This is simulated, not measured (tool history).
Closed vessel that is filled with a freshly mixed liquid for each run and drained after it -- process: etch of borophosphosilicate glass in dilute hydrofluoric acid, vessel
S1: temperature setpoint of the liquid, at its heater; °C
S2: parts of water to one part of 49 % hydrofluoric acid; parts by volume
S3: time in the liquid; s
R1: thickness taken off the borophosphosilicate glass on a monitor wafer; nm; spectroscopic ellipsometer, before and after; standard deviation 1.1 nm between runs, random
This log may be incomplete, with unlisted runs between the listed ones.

run	hour	S1	S2	S3	R1
1	0.0	23.0	60	90	67.174
2	9.0	23.0	60	100	75.827
3	12.3	25.5	55	100	92.438
4	19.7	25.5	70	100	70.257
5	26.4	27.0	60	100	88.305
6	32.4	27.0	60	100	89.726
7	41.0	28.0	55	100	100.840

What will run 8 give?
8	44.3	29.0	50	100	?

R1: 116.800 nm

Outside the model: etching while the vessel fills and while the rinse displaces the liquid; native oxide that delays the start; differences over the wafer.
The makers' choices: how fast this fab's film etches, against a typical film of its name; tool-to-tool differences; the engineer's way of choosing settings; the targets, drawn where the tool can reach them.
